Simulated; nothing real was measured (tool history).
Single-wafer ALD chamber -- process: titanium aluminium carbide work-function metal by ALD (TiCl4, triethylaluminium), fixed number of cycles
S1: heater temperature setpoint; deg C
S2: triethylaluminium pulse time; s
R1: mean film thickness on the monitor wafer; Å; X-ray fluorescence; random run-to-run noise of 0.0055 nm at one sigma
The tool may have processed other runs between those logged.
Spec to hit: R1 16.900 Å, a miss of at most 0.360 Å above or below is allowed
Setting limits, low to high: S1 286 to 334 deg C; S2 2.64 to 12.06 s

run,hour,S1,S2,R1
1,0.0,310,7.35,19.246
2,8.0,302,7.35,18.605
3,15.8,299,6.96,18.067
4,17.7,306,6.96,18.629
5,21.1,306,8.04,19.342
6,23.5,302,7.51,18.752
7,30.7,299,7.07,18.321
8,33.9,299,7.07,18.228
# hour 34.9: triethylaluminium bottle replaced
9,34.9,297,6.76,18.950

Next run, 4 choices. One meets every target within its allowed miss, the rest don't. Which?
A,35.9,286,5.36,?
B,35.9,286,4.83,?
C,35.9,286,4.86,?
D,35.9,286,4.84,?

move,R1
A,16.906
B,16.295
C,16.332
D,16.307
A: meets every target
B: takes the biggest miss from the last run beyond its target
C: takes the biggest miss from the last run beyond its target
D: takes the biggest miss from the last run beyond its target
Move A is the one to make.
